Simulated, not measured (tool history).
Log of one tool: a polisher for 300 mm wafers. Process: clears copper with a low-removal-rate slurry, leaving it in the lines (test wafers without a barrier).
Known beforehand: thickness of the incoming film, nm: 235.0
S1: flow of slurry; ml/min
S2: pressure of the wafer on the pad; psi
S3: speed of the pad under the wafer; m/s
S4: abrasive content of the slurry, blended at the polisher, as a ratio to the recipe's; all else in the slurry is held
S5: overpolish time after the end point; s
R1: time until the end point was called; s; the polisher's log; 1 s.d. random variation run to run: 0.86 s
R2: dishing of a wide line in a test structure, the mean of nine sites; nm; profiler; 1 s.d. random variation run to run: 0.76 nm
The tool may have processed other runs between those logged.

| run | hour | S1 | S2 | S3 | S4 | S5 | R1 | R2 |
|---|---|---|---|---|---|---|---|---|
| 1 | 0 | 240 | 3.1 | 1.06 | 1 | 29 | 78.608 | 49.647 |
| 2 | 5.2 | 240 | 3.1 | 1.18 | 1 | 29 | 71.675 | 53.293 |
| 3 | 8.4 | 240 | 3.4 | 1.18 | 1 | 27 | 67.591 | 54.035 |
| 4 | 9.5 | 240 | 3.4 | 1.18 | 0.85 | 27 | 69.179 | 53.319 |
| 5 | 13 | 240 | 3.4 | 1.18 | 0.85 | 38 | 67.584 | 66.182 |
| 6 | 13.7 | 240 | 3.7 | 1.2 | 0.85 | 33 | 63.378 | 65.267 |

What will run 7 give?
| 7 | 18.9 | 255 | 4.5 | 1.34 | 0.9 | 19 | ? | ? |

Logged for run 7: R1 45.246 s, R2 56.96 nm.

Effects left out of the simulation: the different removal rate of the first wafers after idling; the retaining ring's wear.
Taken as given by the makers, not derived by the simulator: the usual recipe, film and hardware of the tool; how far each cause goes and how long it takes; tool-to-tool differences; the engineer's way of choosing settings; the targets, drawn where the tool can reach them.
